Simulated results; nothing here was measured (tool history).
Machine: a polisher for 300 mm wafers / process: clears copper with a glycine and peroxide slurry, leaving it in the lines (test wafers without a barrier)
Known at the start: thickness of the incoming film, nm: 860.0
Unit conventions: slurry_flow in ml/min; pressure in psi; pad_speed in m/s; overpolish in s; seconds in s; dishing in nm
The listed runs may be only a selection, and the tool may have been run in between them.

run  hour  slurry_flow  pressure  pad_speed  overpolish  seconds  dishing
  1   0.0          310       2.8       1.00          24   154.53   45.218
  2   4.2          310       2.8       1.00          20   150.33   40.808
  3   5.8          310       2.8       1.00          27   154.67   46.078
  4   7.7          270       2.3       1.08          21   172.32   41.641
  5   8.8          270       2.3       1.24          21   148.17   40.918
  6   9.5          270       1.8       1.24          21   186.39   39.233
  7  11.8          340       1.6       1.30          17   194.32   32.542

Expected results for the next run?
  8  20.8          385       1.5       1.38          14        ?        ?

seconds: 183.80 s
dishing: 31.199 nm

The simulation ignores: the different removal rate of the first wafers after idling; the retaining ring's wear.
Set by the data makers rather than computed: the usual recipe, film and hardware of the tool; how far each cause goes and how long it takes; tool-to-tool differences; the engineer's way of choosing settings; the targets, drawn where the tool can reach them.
